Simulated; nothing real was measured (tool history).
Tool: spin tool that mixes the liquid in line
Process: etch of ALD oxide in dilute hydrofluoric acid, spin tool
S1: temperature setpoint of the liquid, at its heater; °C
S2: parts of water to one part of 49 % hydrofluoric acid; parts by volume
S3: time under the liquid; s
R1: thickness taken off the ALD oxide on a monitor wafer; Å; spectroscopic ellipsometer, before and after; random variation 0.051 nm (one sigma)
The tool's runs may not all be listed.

| run | hour | S1 | S2 | S3 | R1 |
|---|---|---|---|---|---|
| 1 | 0.0 | 21.0 | 285 | 90 | 46.253 |
| 2 | 4.1 | 21.0 | 285 | 90 | 46.110 |
| 3 | 12.0 | 21.0 | 285 | 90 | 46.188 |
| 4 | 17.1 | 21.0 | 285 | 70 | 35.905 |
| 5 | 20.7 | 22.5 | 260 | 70 | 43.128 |
|  | 23.2 | hydrofluoric acid flow meter replaced |
| 6 | 23.2 | 23.5 | 230 | 70 | 47.637 |
| 7 | 25.8 | 23.5 | 200 | 70 | 55.848 |
| 8 | 33.1 | 23.5 | 180 | 70 | 64.024 |
| 9 | 40.5 | 23.5 | 170 | 70 | 68.004 |
| 10 | 48.1 | 23.0 | 160 | 70 | 72.359 |

Run 11 comes next. What will it give?
| 11 | 49.3 | 22.0 | 155 | 70 | ? |

Run 11 gave R1 71.831 Å.

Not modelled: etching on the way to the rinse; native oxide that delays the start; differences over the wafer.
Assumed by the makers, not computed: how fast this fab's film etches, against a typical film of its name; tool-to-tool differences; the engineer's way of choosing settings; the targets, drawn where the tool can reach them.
